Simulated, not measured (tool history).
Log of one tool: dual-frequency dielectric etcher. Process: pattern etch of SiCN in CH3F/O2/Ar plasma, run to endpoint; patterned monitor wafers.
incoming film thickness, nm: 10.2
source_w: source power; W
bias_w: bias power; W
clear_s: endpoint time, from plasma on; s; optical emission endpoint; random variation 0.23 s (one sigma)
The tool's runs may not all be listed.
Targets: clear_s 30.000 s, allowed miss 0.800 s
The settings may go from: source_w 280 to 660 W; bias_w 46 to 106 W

Run 1, day 0.000: source_w 470 W, bias_w 76 W. Result: clear_s 26.757 s.
Run 2, day 0.158: source_w 440 W, bias_w 75 W. Result: clear_s 27.839 s.
Run 3, day 0.292: source_w 440 W, bias_w 69 W. Result: clear_s 28.391 s.
Run 4, day 0.350: source_w 440 W, bias_w 75 W. Result: clear_s 27.608 s.
Run 5, day 0.638: source_w 420 W, bias_w 74 W. Result: clear_s 27.994 s.
Run 6, day 0.779: source_w 400 W, bias_w 73 W. Result: clear_s 28.798 s.
At day 1.029: wet clean of the chamber.
Run 7, day 1.029: source_w 390 W, bias_w 72 W. Result: clear_s 28.084 s.
Run 8, day 1.158: source_w 380 W, bias_w 68 W. Result: clear_s 28.696 s.

4 next moves are on the table. One of them brings every result within its allowed miss. Which?
Run A, day 1.288: source_w 320 W, bias_w 63 W. Result: clear_s ?.
Run B, day 1.288: source_w 280 W, bias_w 76 W. Result: clear_s ?.
Run C, day 1.288: source_w 350 W, bias_w 57 W. Result: clear_s ?.
Run D, day 1.288: source_w 390 W, bias_w 78 W. Result: clear_s ?.

move  clear_s
   A   31.772
   B   30.277
   C   32.393
   D   27.313
A: takes the result that was furthest off past its target
B: meets every target
C: takes the result that was furthest off past its target
D: further off than the last run
Move B is the one to make.

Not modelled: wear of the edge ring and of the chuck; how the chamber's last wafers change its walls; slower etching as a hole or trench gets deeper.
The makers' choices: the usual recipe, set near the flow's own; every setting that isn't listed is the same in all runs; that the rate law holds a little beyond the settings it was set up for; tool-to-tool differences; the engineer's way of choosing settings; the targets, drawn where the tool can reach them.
